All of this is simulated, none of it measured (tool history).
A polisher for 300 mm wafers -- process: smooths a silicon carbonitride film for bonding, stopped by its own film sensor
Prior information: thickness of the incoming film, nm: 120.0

run,hour,flow of slurry (ml/min),pressure of the wafer on the pad (psi),speed of the pad under the wafer (m/s),abrasive content of the slurry,target thickness at which the film sensor stops the polish (angstrom),time until the film sensor stopped the polish (s)
1,0,140,2.4,1.04,1,1020,87.696
2,8.5,140,2.4,0.86,1,1020,98.916
3,10.6,140,2.8,1.02,1.05,1020,71.693
4,15,140,2.8,1.02,1.25,1020,65.117
# hour 17.9: head pressure recalibrated
5,17.9,160,2.8,1.02,1.25,1020,59.326
6,19.9,170,3,1.04,1.25,1020,51.607
7,23.1,180,3.1,1.04,1.25,1020,50.365
8,23.7,185,3.3,1.06,1.25,1020,48.071

What will run 9 give?
9,29.9,190,3.4,1.1,1.25,1020,?

Logged for run 9: time until the film sensor stopped the polish (s) 44.313.

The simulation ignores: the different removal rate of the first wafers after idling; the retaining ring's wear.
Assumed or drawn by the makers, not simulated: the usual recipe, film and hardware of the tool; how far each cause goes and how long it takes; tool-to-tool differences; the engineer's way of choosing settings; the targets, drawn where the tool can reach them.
